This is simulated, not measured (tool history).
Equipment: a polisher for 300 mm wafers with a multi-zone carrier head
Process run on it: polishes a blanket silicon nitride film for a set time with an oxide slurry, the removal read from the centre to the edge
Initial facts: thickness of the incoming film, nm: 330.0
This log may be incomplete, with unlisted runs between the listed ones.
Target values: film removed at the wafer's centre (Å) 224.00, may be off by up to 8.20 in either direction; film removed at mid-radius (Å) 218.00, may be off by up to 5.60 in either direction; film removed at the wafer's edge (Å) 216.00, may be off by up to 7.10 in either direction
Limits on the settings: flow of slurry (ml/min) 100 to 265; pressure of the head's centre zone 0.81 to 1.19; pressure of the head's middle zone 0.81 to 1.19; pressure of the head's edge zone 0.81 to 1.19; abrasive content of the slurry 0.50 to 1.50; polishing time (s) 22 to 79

run   hour  flow of slurry (ml/min)  pressure of the head's centre zone  pressure of the head's middle zone  pressure of the head's edge zone  abrasive content of the slurry  polishing time (s)  film removed at the wafer's centre (Å)  film removed at mid-radius (Å)  film removed at the wafer's edge (Å)
  1    0.0                      170                                1.00                                1.00                              1.00                            1.00                  50                                  389.75                          353.97                                349.79
  2    5.6                      165                                0.98                                0.99                              0.98                            0.90                  49                                  351.15                          339.67                                333.26
  3    8.3                      165                                0.98                                0.99                              0.98                            0.75                  49                                  343.91                          321.04                                314.48
  4    9.9                      165                                0.98                                0.99                              1.06                            0.75                  49                                  343.35                          322.48                                332.21
  5   17.0                      205                                0.98                                0.99                              1.06                            0.75                  49                                  341.70                          332.72                                332.40
  6   21.3                      205                                0.97                                0.97                              1.03                            0.70                  47                                  332.83                          310.04                                314.27
  7   29.7                      200                                0.95                                0.97                              1.01                            0.65                  45                                  298.93                          286.20                                284.85
  8   37.4                      195                                0.93                                0.95                              0.98                            0.60                  44                                  284.61                          270.77                                272.75
  9   40.3                      190                                0.92                                0.94                              0.96                            0.60                  43                                  273.68                          263.04                                263.21
 10   42.7                      185                                0.91                                0.93                              0.94                            0.60                  42                                  255.04                          255.42                                255.73
 11   46.7                      180                                0.91                                0.92                              0.92                            0.60                  41                                  255.38                          243.09                                249.60
 12   53.8                      175                                0.91                                0.92                              0.90                            0.60                  41                                  252.05                          244.95                                241.37
 13   62.7                      170                                0.90                                0.91                              0.89                            0.60                  41                                  244.33                          237.05                                240.50
      67.2  -- centre zone pressure recalibrated
 14   67.2                      170                                0.90                                0.91                              0.89                            0.60                  41                                  230.41                          242.04                                243.82
 15   74.2                      170                                0.90                                0.91                              0.89                            0.60                  41                                  235.82                          238.32                                243.33
 16   74.8                      165                                0.91                                0.91                              0.88                            0.60                  41                                  234.49                          239.83                                243.99
 17   80.8                      175                                0.91                                0.90                              0.87                            0.60                  40                                  227.60                          236.62                                235.03
 18   86.0                      170                                0.93                                0.90                              0.87                            0.60                  40                                  233.03                          233.37                                232.43
 19   90.9                      165                                0.94                                0.90                              0.86                            0.60                  40                                  231.06                          232.11                                238.09
 20   91.9                      175                                0.95                                0.90                              0.86                            0.60                  39                                  232.32                          227.76                                230.05
 21   99.7                      175                                0.96                                0.90                              0.85                            0.60                  39                                  232.59                          225.94                                228.38
 22  105.5                      175                                0.96                                0.90                              0.84                            0.60                  39                                  234.28                          228.96                                227.41

Next run, 4 choices. One meets every target within its allowed miss, the rest don't. Which?
  A  111.3                      220                                1.02                                0.98                              0.97                            0.50                  36                                       ?                               ?                                     ?
  B  111.3                      230                                1.05                                1.03                              0.81                            0.50                  36                                       ?                               ?                                     ?
  C  111.3                      170                                1.00                                0.93                              0.87                            0.50                  42                                       ?                               ?                                     ?
  D  111.3                      205                                1.01                                1.08                              0.81                            0.50                  36                                       ?                               ?                                     ?

move  film removed at the wafer's centre (Å)  film removed at mid-radius (Å)  film removed at the wafer's edge (Å)
   A                                  227.64                          221.71                                215.85
   B                                  235.78                          230.81                                201.87
   C                                  251.05                          241.54                                235.64
   D                                  223.44                          235.64                                199.76
A: all results land within tolerance of their targets
B: the biggest miss grows against the last run
C: the biggest miss grows against the last run
D: the biggest miss grows against the last run
Correct choice: A, which meets every target

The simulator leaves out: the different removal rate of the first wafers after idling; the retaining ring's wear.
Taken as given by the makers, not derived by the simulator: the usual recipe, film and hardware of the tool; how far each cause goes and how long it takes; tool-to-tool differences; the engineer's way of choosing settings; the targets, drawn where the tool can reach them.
